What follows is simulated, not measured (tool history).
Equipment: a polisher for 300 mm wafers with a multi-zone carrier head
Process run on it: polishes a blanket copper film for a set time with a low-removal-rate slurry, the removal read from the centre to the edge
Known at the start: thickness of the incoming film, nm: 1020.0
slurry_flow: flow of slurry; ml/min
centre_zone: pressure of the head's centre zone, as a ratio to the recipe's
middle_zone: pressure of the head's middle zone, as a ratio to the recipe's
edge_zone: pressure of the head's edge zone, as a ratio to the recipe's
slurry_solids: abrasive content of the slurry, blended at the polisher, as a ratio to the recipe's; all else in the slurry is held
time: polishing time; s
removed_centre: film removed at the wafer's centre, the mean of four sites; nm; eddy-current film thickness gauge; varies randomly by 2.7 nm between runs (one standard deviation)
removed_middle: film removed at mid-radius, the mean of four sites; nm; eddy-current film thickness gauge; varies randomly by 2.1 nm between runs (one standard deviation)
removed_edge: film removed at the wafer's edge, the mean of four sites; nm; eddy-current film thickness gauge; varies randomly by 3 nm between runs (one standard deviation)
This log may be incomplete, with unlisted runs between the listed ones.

run 1 hour=0 | slurry_flow=300 centre_zone=1 middle_zone=1 edge_zone=1 slurry_solids=1 time=62 | removed_centre=140.49 removed_middle=150.24 removed_edge=155.5
run 2 hour=1.1 | slurry_flow=300 centre_zone=1.07 middle_zone=1 edge_zone=1 slurry_solids=1 time=62 | removed_centre=148.35 removed_middle=150.71 removed_edge=156.33
run 3 hour=8.7 | slurry_flow=300 centre_zone=1.07 middle_zone=1 edge_zone=1 slurry_solids=1 time=74 | removed_centre=173.49 removed_middle=176.94 removed_edge=186.2
run 4 hour=14 | slurry_flow=310 centre_zone=1.08 middle_zone=0.98 edge_zone=0.99 slurry_solids=1.05 time=76 | removed_centre=184.18 removed_middle=183.64 removed_edge=190.11
run 5 hour=21.1 | slurry_flow=310 centre_zone=1.09 middle_zone=0.96 edge_zone=1 slurry_solids=1.1 time=77 | removed_centre=188.47 removed_middle=186.15 removed_edge=192.75
run 6 hour=27.8 | slurry_flow=315 centre_zone=1.1 middle_zone=0.94 edge_zone=1 slurry_solids=1.05 time=79 | removed_centre=196.1 removed_middle=190.89 removed_edge=194.49
run 7 hour=30.4 | slurry_flow=300 centre_zone=1.11 middle_zone=0.92 edge_zone=1.02 slurry_solids=1.1 time=80 | removed_centre=199.53 removed_middle=188.12 removed_edge=206.04
run 8 hour=31.7 | slurry_flow=300 centre_zone=1.12 middle_zone=0.91 edge_zone=1.02 slurry_solids=1.15 time=81 | removed_centre=205.9 removed_middle=190.94 removed_edge=211.18
run 9 hour=35.1 | slurry_flow=300 centre_zone=1.13 middle_zone=0.9 edge_zone=1.02 slurry_solids=1.2 time=82 | removed_centre=210.64 removed_middle=194.88 removed_edge=216.26
run 10 hour=36.1 | slurry_flow=300 centre_zone=1.13 middle_zone=0.9 edge_zone=1.02 slurry_solids=1.2 time=82 | removed_centre=213.62 removed_middle=195.32 removed_edge=211.45
run 11 hour=39.4 | slurry_flow=295 centre_zone=1.14 middle_zone=0.89 edge_zone=1.03 slurry_solids=1.25 time=83 | removed_centre=220.33 removed_middle=195.25 removed_edge=215.5
run 12 hour=41.6 | slurry_flow=295 centre_zone=1.14 middle_zone=0.89 edge_zone=1.03 slurry_solids=1.25 time=83 | removed_centre=218.58 removed_middle=199.19 removed_edge=220.82

For run 13, what comes out?
run 13 hour=42.2 | slurry_flow=295 centre_zone=1.15 middle_zone=0.88 edge_zone=1.03 slurry_solids=1.25 time=84 | removed_centre=? removed_middle=? removed_edge=?

removed_centre: 224.76 nm
removed_middle: 200.59 nm
removed_edge: 221.01 nm
